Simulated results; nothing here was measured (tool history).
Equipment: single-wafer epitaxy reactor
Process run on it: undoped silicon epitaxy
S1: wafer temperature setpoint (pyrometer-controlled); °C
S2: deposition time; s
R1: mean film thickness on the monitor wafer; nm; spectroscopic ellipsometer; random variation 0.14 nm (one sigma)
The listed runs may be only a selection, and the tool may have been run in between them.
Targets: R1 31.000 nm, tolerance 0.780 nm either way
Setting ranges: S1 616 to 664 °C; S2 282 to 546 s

run,day,S1,S2,R1
1,0.000,640,414,48.008
2,0.188,633,412,41.478
3,0.292,628,411,37.380
4,0.642,634,411,41.983
# day 0.879: pyrometer calibrated
5,0.879,642,411,53.790
6,1.208,642,371,48.536
7,1.325,636,369,42.975
8,1.642,636,369,42.949
9,2.012,631,367,38.426
10,2.271,628,365,36.507
11,2.300,625,363,34.029
12,2.492,623,362,32.514

5 next moves are on the table. One of them brings every result within its allowed miss. Which?
A,2.683,629,306,?
B,2.683,620,399,?
C,2.683,616,368,?
D,2.683,628,329,?
E,2.683,626,353,?

move,R1
A,30.909
B,33.605
C,28.559
D,32.573
E,33.572
A: every result within its allowed miss
B: the biggest miss grows against the last run
C: moves the result that the last run missed by most past its target, out the other side
D: no better and no worse than the last run
E: the biggest miss grows against the last run
Move A is the one to make.

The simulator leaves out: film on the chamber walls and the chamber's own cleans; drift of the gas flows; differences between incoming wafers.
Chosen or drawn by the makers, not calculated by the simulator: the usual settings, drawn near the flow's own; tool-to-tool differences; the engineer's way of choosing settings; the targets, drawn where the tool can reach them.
